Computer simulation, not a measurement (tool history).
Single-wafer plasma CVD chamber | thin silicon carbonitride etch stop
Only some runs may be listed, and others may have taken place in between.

run,day,RF power (W),deposition time (s),mean film thickness on the monitor wafer (Å)
1,0,260,21.8,130.46
2,0.2,260,24.3,147
3,0.5,240,22.5,134.69
4,0.692,275,22.5,138.5
5,0.917,255,21.1,127.99
6,1.104,255,19.8,119.1

Run 7 comes next. What will it give?
7,1.342,245,19.2,?

mean film thickness on the monitor wafer (Å): 115.39
